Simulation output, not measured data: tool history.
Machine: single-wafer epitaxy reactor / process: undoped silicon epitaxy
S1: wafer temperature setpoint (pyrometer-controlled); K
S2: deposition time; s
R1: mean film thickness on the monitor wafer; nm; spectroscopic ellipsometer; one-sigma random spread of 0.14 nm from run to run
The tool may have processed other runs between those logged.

run,hour,S1,S2,R1
1,0.0,903.15,167,15.164
2,5.1,911.15,172,18.626
3,13.0,920.15,172,21.982
4,17.0,922.15,178,23.697
5,20.7,924.15,182,25.296
6,26.8,925.15,185,26.176

What will run 7 give?
7,28.0,926.15,187,?

Run 7 yielded R1 26.743 nm.

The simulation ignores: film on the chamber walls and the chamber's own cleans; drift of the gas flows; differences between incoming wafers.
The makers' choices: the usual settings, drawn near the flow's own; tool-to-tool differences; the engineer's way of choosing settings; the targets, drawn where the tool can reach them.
